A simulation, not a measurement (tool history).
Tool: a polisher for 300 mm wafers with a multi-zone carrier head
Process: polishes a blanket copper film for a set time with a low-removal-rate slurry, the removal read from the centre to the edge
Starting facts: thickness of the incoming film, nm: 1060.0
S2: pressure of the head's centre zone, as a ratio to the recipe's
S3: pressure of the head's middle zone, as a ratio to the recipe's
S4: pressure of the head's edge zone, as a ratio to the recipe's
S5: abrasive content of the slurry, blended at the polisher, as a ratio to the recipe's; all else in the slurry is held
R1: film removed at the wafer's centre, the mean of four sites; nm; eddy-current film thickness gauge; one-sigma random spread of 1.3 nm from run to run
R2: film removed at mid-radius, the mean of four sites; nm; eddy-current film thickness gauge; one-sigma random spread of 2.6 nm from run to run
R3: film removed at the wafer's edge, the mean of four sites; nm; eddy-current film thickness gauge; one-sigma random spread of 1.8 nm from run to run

run 1 hour=0 | flow_of_slurry_(ml/min)=300 S2=1 S3=1 S4=1 S5=1 polishing_time_(s)=82 | R1=161.25 R2=164.99 R3=164.9
run 2 hour=5 | flow_of_slurry_(ml/min)=305 S2=1.02 S3=1.01 S4=1.02 S5=1.05 polishing_time_(s)=82 | R1=164.67 R2=168.5 R3=167.88
run 3 hour=11.9 | flow_of_slurry_(ml/min)=305 S2=1.02 S3=0.93 S4=1.02 S5=1.05 polishing_time_(s)=82 | R1=165.63 R2=153.34 R3=165.24
run 4 hour=20 | flow_of_slurry_(ml/min)=305 S2=1.1 S3=0.93 S4=1.02 S5=1.05 polishing_time_(s)=82 | R1=179.7 R2=157.31 R3=168.79
run 5 hour=28.4 | flow_of_slurry_(ml/min)=310 S2=1.11 S3=0.95 S4=1.03 S5=1.1 polishing_time_(s)=82 | R1=182.85 R2=160.78 R3=169.23
run 6 hour=29.6 | flow_of_slurry_(ml/min)=310 S2=1.11 S3=0.87 S4=1.03 S5=1.1 polishing_time_(s)=82 | R1=183.39 R2=155.71 R3=167.02
run 7 hour=35.7 | flow_of_slurry_(ml/min)=315 S2=1.12 S3=0.9 S4=1.04 S5=1.15 polishing_time_(s)=82 | R1=185.31 R2=159.55 R3=170.89
run 8 hour=40 | flow_of_slurry_(ml/min)=320 S2=1.13 S3=0.92 S4=1.04 S5=1.2 polishing_time_(s)=83 | R1=190.8 R2=164.52 R3=174.1
run 9 hour=46.5 | flow_of_slurry_(ml/min)=325 S2=1.14 S3=0.94 S4=1.04 S5=1.25 polishing_time_(s)=84 | R1=196.72 R2=169.63 R3=177.58

Forecast run 10:
run 10 hour=48.5 | flow_of_slurry_(ml/min)=330 S2=1.14 S3=0.96 S4=1.05 S5=1.3 polishing_time_(s)=84 | R1=? R2=? R3=?

{"run 10": {"R1": 196.83, "R2": 171.06, "R3": 180.75}}
